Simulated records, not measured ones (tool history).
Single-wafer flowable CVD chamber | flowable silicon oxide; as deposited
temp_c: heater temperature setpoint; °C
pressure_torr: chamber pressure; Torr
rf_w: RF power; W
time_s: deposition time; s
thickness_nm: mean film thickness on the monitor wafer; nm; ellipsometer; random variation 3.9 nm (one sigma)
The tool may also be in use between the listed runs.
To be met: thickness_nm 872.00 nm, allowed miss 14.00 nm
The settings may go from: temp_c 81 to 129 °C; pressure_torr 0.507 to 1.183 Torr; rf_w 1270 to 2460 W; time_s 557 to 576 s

Run 1, hour 0.0: temp_c 105 °C, pressure_torr 0.845 Torr, rf_w 1865 W, time_s 557 s. Result: thickness_nm 349.55 nm.
Run 2, hour 6.3: temp_c 99 °C, pressure_torr 0.865 Torr, rf_w 1865 W, time_s 557 s. Result: thickness_nm 446.48 nm.
Run 3, hour 9.2: temp_c 95 °C, pressure_torr 0.872 Torr, rf_w 1865 W, time_s 557 s. Result: thickness_nm 523.76 nm.
Run 4, hour 17.2: temp_c 92 °C, pressure_torr 0.873 Torr, rf_w 1865 W, time_s 557 s. Result: thickness_nm 587.57 nm.
Run 5, hour 25.3: temp_c 86 °C, pressure_torr 0.873 Torr, rf_w 1865 W, time_s 557 s. Result: thickness_nm 721.32 nm.
Run 6, hour 26.5: temp_c 86 °C, pressure_torr 0.873 Torr, rf_w 1730 W, time_s 557 s. Result: thickness_nm 714.35 nm.
Run 7, hour 35.6: temp_c 85 °C, pressure_torr 0.876 Torr, rf_w 1730 W, time_s 557 s. Result: thickness_nm 741.90 nm.
Run 8, hour 38.4: temp_c 84 °C, pressure_torr 0.879 Torr, rf_w 1730 W, time_s 557 s. Result: thickness_nm 771.97 nm.
Run 9, hour 44.3: temp_c 83 °C, pressure_torr 0.881 Torr, rf_w 1730 W, time_s 557 s. Result: thickness_nm 799.85 nm.
Run 10, hour 48.8: temp_c 83 °C, pressure_torr 0.884 Torr, rf_w 1730 W, time_s 557 s. Result: thickness_nm 801.55 nm.
Run 11, hour 51.8: temp_c 83 °C, pressure_torr 0.886 Torr, rf_w 1730 W, time_s 557 s. Result: thickness_nm 803.51 nm.

Which of these 5 next moves meets every target?
Run A, hour 54.8: temp_c 83 °C, pressure_torr 0.963 Torr, rf_w 1330 W, time_s 575 s. Result: thickness_nm ?.
Run B, hour 54.8: temp_c 81 °C, pressure_torr 0.926 Torr, rf_w 1715 W, time_s 572 s. Result: thickness_nm ?.
Run C, hour 54.8: temp_c 82 °C, pressure_torr 0.923 Torr, rf_w 1615 W, time_s 557 s. Result: thickness_nm ?.
Run D, hour 54.8: temp_c 85 °C, pressure_torr 0.939 Torr, rf_w 2280 W, time_s 574 s. Result: thickness_nm ?.
Run E, hour 54.8: temp_c 81 °C, pressure_torr 0.893 Torr, rf_w 1680 W, time_s 575 s. Result: thickness_nm ?.

move  thickness_nm
   A        844.88
   B        906.45
   C        845.14
   D        847.68
   E        880.41
A: nearer than the last run, and not there yet
B: takes the result that was furthest off past its target
C: nearer than the last run, and not there yet
D: nearer than the last run, and not there yet
E: meets every target
The right move is E.
